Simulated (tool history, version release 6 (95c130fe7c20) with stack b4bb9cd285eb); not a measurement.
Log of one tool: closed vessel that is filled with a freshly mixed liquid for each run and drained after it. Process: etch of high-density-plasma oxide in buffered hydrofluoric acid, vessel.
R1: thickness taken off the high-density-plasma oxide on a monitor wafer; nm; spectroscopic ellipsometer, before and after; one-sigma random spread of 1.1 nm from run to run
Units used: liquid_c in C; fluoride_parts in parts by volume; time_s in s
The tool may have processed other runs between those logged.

{"run": 1, "hour": 0.0, "liquid_c": 22, "fluoride_parts": 18.5, "time_s": 95, "R1": 82.603}
{"run": 2, "hour": 4.3, "liquid_c": 24, "fluoride_parts": 16.5, "time_s": 95, "R1": 104.55}
{"run": 3, "hour": 5.8, "liquid_c": 24, "fluoride_parts": 18.5, "time_s": 95, "R1": 92.508}
{"run": 4, "hour": 13.0, "liquid_c": 25.5, "fluoride_parts": 17, "time_s": 95, "R1": 109.94}
{"run": 5, "hour": 18.3, "liquid_c": 25.5, "fluoride_parts": 17, "time_s": 95, "R1": 109.77}
{"run": 6, "hour": 19.5, "liquid_c": 25.5, "fluoride_parts": 17, "time_s": 105, "R1": 120.4}

Run 7, settings as shown, results not yet in. Your forecast:
{"run": 7, "hour": 22.9, "liquid_c": 29.5, "fluoride_parts": 13, "time_s": 105, "R1": "?"}

{"run 7": {"R1": 197.67}}
